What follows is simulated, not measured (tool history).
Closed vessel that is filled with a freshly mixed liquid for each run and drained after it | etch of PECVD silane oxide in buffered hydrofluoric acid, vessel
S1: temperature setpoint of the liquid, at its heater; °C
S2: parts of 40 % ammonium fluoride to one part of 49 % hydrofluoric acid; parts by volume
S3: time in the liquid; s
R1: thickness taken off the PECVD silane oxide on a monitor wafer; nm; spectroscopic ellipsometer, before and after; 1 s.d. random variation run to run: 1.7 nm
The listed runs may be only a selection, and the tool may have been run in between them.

run,hour,S1,S2,S3,R1
1,0.0,21.0,12.5,105,332.81
2,4.9,21.0,12.5,105,336.53
3,9.2,20.0,13.5,105,295.45
4,14.8,20.0,13.5,115,322.07
5,22.7,19.0,14.5,115,286.20
6,25.9,19.0,16.0,115,256.86
7,31.5,18.5,16.0,115,249.07
8,36.2,18.0,16.0,115,241.27

Run 9 is up next; what results do you expect?
9,37.6,17.5,16.0,115,?

Run 9 measured R1 233.76 nm.
